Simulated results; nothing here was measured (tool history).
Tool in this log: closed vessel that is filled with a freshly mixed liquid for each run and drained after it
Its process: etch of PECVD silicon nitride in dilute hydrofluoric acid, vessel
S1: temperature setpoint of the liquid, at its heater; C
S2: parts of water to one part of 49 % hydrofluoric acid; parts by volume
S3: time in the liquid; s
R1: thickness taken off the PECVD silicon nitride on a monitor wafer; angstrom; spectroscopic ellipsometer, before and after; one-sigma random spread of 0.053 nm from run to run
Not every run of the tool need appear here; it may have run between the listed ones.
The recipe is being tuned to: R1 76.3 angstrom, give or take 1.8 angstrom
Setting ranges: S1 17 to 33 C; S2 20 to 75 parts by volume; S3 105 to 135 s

run 1 day=0 | S1=25 S2=45 S3=135 | R1=104.84
run 2 day=0.154 | S1=23.5 S2=45 S3=135 | R1=93.61
run 3 day=0.317 | S1=22 S2=45 S3=135 | R1=83.768
run 4 day=0.662 | S1=25 S2=45 S3=135 | R1=103.62
run 5 day=0.938 | S1=25 S2=45 S3=105 | R1=80.344
run 6 day=1.2 | S1=28 S2=45 S3=105 | R1=99.044
run 7 day=1.458 | S1=26.5 S2=45 S3=105 | R1=88.97
run 8 day=1.492 | S1=25.5 S2=45 S3=105 | R1=83.789
run 9 day=1.679 | S1=25 S2=45 S3=105 | R1=80.741

Exactly one of the 4 candidate moves below puts every result within its allowed miss. Which one?
run A day=1.867 | S1=23.5 S2=45 S3=110 | R1=?
run B day=1.867 | S1=25.5 S2=50 S3=120 | R1=?
run C day=1.867 | S1=23 S2=45 S3=120 | R1=?
run D day=1.867 | S1=23.5 S2=45 S3=105 | R1=?

move=A R1=75.666
move=B R1=85.182
move=C R1=79.787
move=D R1=72.227
A: hits every target within its allowed miss
B: moves away from the targets compared with the last run
C: better than the last run, though not everything is in spec
D: the result that was furthest off in the last run now lies on the other side of its target
Answer: A
